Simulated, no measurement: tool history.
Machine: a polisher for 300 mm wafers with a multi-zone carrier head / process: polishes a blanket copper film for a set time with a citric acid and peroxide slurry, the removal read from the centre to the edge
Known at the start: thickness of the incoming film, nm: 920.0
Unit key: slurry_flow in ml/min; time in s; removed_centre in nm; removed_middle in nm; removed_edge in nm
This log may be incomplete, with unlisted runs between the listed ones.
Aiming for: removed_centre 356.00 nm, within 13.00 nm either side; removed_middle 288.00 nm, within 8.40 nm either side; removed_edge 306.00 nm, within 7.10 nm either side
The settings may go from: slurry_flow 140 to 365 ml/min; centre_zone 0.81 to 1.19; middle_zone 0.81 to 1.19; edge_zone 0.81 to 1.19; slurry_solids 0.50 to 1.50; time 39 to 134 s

Run 1, hour 0.0: slurry_flow 235 ml/min, centre_zone 1.00, middle_zone 1.00, edge_zone 1.00, slurry_solids 1.00, time 86 s. Result: removed_centre 239.82 nm, removed_middle 242.58 nm, removed_edge 243.88 nm.
Run 2, hour 5.4: slurry_flow 275 ml/min, centre_zone 1.00, middle_zone 1.00, edge_zone 1.00, slurry_solids 1.00, time 86 s. Result: removed_centre 246.58 nm, removed_middle 249.57 nm, removed_edge 248.70 nm.
Run 3, hour 9.4: slurry_flow 275 ml/min, centre_zone 1.00, middle_zone 1.00, edge_zone 1.00, slurry_solids 0.85, time 86 s. Result: removed_centre 239.06 nm, removed_middle 237.47 nm, removed_edge 238.03 nm.
Run 4, hour 14.4: slurry_flow 330 ml/min, centre_zone 1.00, middle_zone 1.00, edge_zone 1.00, slurry_solids 0.85, time 86 s. Result: removed_centre 243.78 nm, removed_middle 242.44 nm, removed_edge 246.09 nm.
At hour 15.3: slurry nozzle cleaned.
Run 5, hour 15.3: slurry_flow 330 ml/min, centre_zone 1.00, middle_zone 1.05, edge_zone 1.00, slurry_solids 0.85, time 86 s. Result: removed_centre 250.91 nm, removed_middle 263.48 nm, removed_edge 244.96 nm.
Run 6, hour 17.7: slurry_flow 330 ml/min, centre_zone 1.02, middle_zone 1.04, edge_zone 1.00, slurry_solids 0.90, time 86 s. Result: removed_centre 261.58 nm, removed_middle 265.93 nm, removed_edge 251.85 nm.
Run 7, hour 24.1: slurry_flow 335 ml/min, centre_zone 1.04, middle_zone 1.04, edge_zone 1.01, slurry_solids 0.90, time 86 s. Result: removed_centre 268.12 nm, removed_middle 266.40 nm, removed_edge 252.12 nm.
Run 8, hour 31.7: slurry_flow 335 ml/min, centre_zone 1.05, middle_zone 1.03, edge_zone 1.02, slurry_solids 0.95, time 86 s. Result: removed_centre 278.82 nm, removed_middle 263.72 nm, removed_edge 257.10 nm.
Run 9, hour 40.1: slurry_flow 335 ml/min, centre_zone 1.06, middle_zone 1.03, edge_zone 1.03, slurry_solids 1.00, time 86 s. Result: removed_centre 278.90 nm, removed_middle 271.04 nm, removed_edge 261.29 nm.
Run 10, hour 45.5: slurry_flow 335 ml/min, centre_zone 1.07, middle_zone 1.02, edge_zone 1.04, slurry_solids 1.05, time 86 s. Result: removed_centre 280.95 nm, removed_middle 270.39 nm, removed_edge 262.97 nm.

5 next moves are on the table. One of them brings every result within its allowed miss. Which?
Run A, hour 50.9: slurry_flow 340 ml/min, centre_zone 0.87, middle_zone 1.07, edge_zone 1.10, slurry_solids 1.05, time 90 s. Result: removed_centre ?, removed_middle ?, removed_edge ?.
Run B, hour 50.9: slurry_flow 295 ml/min, centre_zone 0.83, middle_zone 1.12, edge_zone 1.12, slurry_solids 1.20, time 85 s. Result: removed_centre ?, removed_middle ?, removed_edge ?.
Run C, hour 50.9: slurry_flow 315 ml/min, centre_zone 0.84, middle_zone 0.83, edge_zone 1.18, slurry_solids 1.20, time 101 s. Result: removed_centre ?, removed_middle ?, removed_edge ?.
Run D, hour 50.9: slurry_flow 360 ml/min, centre_zone 0.96, middle_zone 1.09, edge_zone 1.02, slurry_solids 1.20, time 74 s. Result: removed_centre ?, removed_middle ?, removed_edge ?.
Run E, hour 50.9: slurry_flow 315 ml/min, centre_zone 1.19, middle_zone 0.97, edge_zone 1.09, slurry_solids 0.90, time 101 s. Result: removed_centre ?, removed_middle ?, removed_edge ?.

move  removed_centre  removed_middle  removed_edge
   A          236.25          289.32        288.01
   B          216.30          289.15        279.91
   C          261.23          268.67        344.48
   D          221.97          249.84        235.57
   E          349.02          286.80        310.19
A: moves away from the targets compared with the last run
B: moves away from the targets compared with the last run
C: the result that was furthest off in the last run now lies on the other side of its target
D: moves away from the targets compared with the last run
E: every result within its allowed miss
Go with E: it meets all targets.
